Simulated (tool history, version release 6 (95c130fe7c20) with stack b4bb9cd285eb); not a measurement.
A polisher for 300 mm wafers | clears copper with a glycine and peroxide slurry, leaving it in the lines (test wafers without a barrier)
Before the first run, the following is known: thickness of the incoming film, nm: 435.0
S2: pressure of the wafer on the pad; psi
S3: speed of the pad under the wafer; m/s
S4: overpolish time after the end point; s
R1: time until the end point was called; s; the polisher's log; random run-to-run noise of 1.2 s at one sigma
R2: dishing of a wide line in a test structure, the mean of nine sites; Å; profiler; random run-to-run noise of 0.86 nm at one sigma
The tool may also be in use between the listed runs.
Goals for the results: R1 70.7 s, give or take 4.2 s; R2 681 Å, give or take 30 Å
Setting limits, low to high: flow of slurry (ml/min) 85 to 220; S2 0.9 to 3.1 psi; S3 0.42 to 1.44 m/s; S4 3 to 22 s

run 1 hour=0 | flow_of_slurry_(ml/min)=140 S2=2 S3=0.92 S4=11 | R1=117.86 R2=332.89
run 2 hour=6.8 | flow_of_slurry_(ml/min)=140 S2=2 S3=1.02 S4=11 | R1=109.14 R2=349.91
run 3 hour=8.6 | flow_of_slurry_(ml/min)=140 S2=2.1 S3=1.04 S4=11 | R1=107.44 R2=374.29
run 4 hour=14.2 | flow_of_slurry_(ml/min)=140 S2=2.1 S3=1.16 S4=11 | R1=96.431 R2=398.01
run 5 hour=20.6 | flow_of_slurry_(ml/min)=115 S2=2.1 S3=1.16 S4=11 | R1=100.41 R2=390.73
run 6 hour=22 | flow_of_slurry_(ml/min)=115 S2=2.4 S3=1.16 S4=11 | R1=90.545 R2=422.07
run 7 hour=28.4 | flow_of_slurry_(ml/min)=115 S2=2.5 S3=1.18 S4=11 | R1=84.973 R2=435.15
run 8 hour=31.4 | flow_of_slurry_(ml/min)=115 S2=2.5 S3=1.2 S4=11 | R1=84.302 R2=453.61
run 9 hour=36 | flow_of_slurry_(ml/min)=105 S2=3 S3=1.24 S4=14 | R1=74.289 R2=627.44

4 candidate next runs follow, results not yet known. Just one meets every target within its allowed miss. Identify it.
run A hour=40.6 | flow_of_slurry_(ml/min)=110 S2=2.2 S3=1.44 S4=15 | R1=? R2=?
run B hour=40.6 | flow_of_slurry_(ml/min)=105 S2=3.1 S3=1.44 S4=11 | R1=? R2=?
run C hour=40.6 | flow_of_slurry_(ml/min)=115 S2=3 S3=1.24 S4=15 | R1=? R2=?
run D hour=40.6 | flow_of_slurry_(ml/min)=115 S2=2.5 S3=1.26 S4=17 | R1=? R2=?

move=A R1=82.117 R2=591.13
move=B R1=62.021 R2=588.12
move=C R1=70.602 R2=683.16
move=D R1=81.355 R2=666.52
A: misses by more than the last run did
B: misses by more than the last run did
C: all results in spec
D: brings the last run's worst result on target, with another outside its allowed miss
Go with C: it meets all targets.
